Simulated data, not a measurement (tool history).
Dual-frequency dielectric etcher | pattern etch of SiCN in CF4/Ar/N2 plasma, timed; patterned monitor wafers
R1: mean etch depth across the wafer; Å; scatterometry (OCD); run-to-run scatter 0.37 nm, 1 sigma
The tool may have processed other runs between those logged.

{"run": 1, "hour": 0.0, "source power (W)": 360, "bias power (W)": 82, "Ar flow (sccm)": 138, "CF4 flow (sccm)": 79, "etch time (s)": 62, "R1": 451.29}
{"run": 2, "hour": 7.5, "source power (W)": 360, "bias power (W)": 82, "Ar flow (sccm)": 138, "CF4 flow (sccm)": 79, "etch time (s)": 62, "R1": 456.95}
{"run": 3, "hour": 14.2, "source power (W)": 360, "bias power (W)": 82, "Ar flow (sccm)": 126, "CF4 flow (sccm)": 79, "etch time (s)": 62, "R1": 459.74}
{"run": 4, "hour": 16.2, "source power (W)": 370, "bias power (W)": 82, "Ar flow (sccm)": 126, "CF4 flow (sccm)": 79, "etch time (s)": 62, "R1": 469.69}
{"run": 5, "hour": 19.9, "source power (W)": 380, "bias power (W)": 82, "Ar flow (sccm)": 126, "CF4 flow (sccm)": 79, "etch time (s)": 62, "R1": 479.06}
{"run": 6, "hour": 23.9, "source power (W)": 380, "bias power (W)": 90, "Ar flow (sccm)": 126, "CF4 flow (sccm)": 79, "etch time (s)": 62, "R1": 495.59}

Run 7, settings as shown, results not yet in. Your forecast:
{"run": 7, "hour": 26.3, "source power (W)": 390, "bias power (W)": 90, "Ar flow (sccm)": 126, "CF4 flow (sccm)": 79, "etch time (s)": 62, "R1": "?"}

Run 7 came out at R1 508.11 Å.
